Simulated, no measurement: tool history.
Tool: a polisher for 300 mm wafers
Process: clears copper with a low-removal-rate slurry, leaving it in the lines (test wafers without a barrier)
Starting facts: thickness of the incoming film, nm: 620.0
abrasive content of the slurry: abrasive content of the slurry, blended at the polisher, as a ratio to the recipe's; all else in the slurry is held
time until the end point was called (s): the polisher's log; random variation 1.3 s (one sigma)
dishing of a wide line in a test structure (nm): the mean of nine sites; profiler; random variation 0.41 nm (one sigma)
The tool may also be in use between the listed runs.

run  hour  flow of slurry (ml/min)  pressure of the wafer on the pad (kPa)  speed of the pad under the wafer (cm/s)  abrasive content of the slurry  overpolish time after the end point (s)  time until the end point was called (s)  dishing of a wide line in a test structure (nm)
  1   0.0                      170                                    27.6                                      106                             1.0                                       23                                   125.30                                           26.101
  2   3.8                      170                                    22.1                                      106                             1.0                                       23                                   154.00                                           25.081
  3   4.4                      170                                    28.3                                      106                             1.0                                       23                                   120.15                                           26.281
  4   8.1                      170                                    28.3                                      106                             1.0                                       19                                   122.05                                           25.510
  5  14.0                      170                                    28.3                                      106                             1.0                                       28                                   120.15                                           26.362
  6  17.7                      170                                    29.0                                      106                             1.0                                       28                                   116.33                                           27.189
  7  24.3                      170                                    29.6                                      106                             1.0                                       27                                   114.97                                           26.931

What does the tool deliver on the next run?
  8  31.9                      170                                    30.3                                      106                             1.0                                       26                                        ?                                                ?

{"run 8": {"time until the end point was called (s)": 111.88, "dishing of a wide line in a test structure (nm)": 27.019}}
